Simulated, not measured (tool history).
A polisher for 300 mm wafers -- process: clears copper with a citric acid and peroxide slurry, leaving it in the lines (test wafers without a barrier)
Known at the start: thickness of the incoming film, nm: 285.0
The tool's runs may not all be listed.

run	day	flow of slurry (ml/min)	pressure of the wafer on the pad (kPa)	speed of the pad under the wafer (m/s)	abrasive content of the slurry	overpolish time after the end point (s)	time until the end point was called (s)	dishing of a wide line in a test structure (nm)
1	0	305	13.8	1.42	1	20	143.14	28.159
2	0.075	305	13.8	1.42	1	24	142	32.607
3	0.442	305	13.8	1.42	0.8	24	148.88	31.806
4	0.708	305	13.8	1.42	0.9	24	148.07	33.405
5	0.788	305	13.8	1.42	0.9	29	147.86	38.25
6	0.925	305	13.8	1.42	1	29	143.62	39.277
7	1.133	295	11.7	1.42	0.95	31	171.66	35.05
8	1.471	280	10.3	1.42	0.9	33	195.47	33.174
9	1.538	265	9.7	1.42	0.9	34	210.84	31.556
10	1.838	245	9.7	1.42	0.9	35	205.94	32.548
11	2.117	240	9	1.42	0.9	36	225.53	30.782
12	2.433	230	9	1.42	0.9	36	226.55	30.836

What does the tool deliver on the next run?
13	2.717	230	9	1.42	0.9	36	?	?

time until the end point was called (s): 225.59
dishing of a wide line in a test structure (nm): 31.138

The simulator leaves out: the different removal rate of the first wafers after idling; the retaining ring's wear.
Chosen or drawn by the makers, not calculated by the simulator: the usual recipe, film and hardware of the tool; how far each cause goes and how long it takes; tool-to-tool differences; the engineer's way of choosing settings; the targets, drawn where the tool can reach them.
